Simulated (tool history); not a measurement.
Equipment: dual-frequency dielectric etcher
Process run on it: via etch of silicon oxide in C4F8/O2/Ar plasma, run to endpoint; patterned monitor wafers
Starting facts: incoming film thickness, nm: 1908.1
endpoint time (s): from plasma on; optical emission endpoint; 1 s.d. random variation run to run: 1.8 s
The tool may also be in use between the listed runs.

run  hour  source power (kW)  bias power (kW)  endpoint time (s)
  1     0                1.4            1.739              485.2
  2   6.5                1.4            2.049             472.75
  3   9.1                1.5            2.049             454.57
  4  11.5               1.42            2.016             469.96
  5  16.6               1.42             1.87             474.73
  6  24.1               1.59             1.87             452.36
  7  25.1               1.31            1.522             513.25

What does the tool deliver on the next run?
  8  33.9               1.27            1.503                  ?

{"run 8": {"endpoint time (s)": 521.57}}
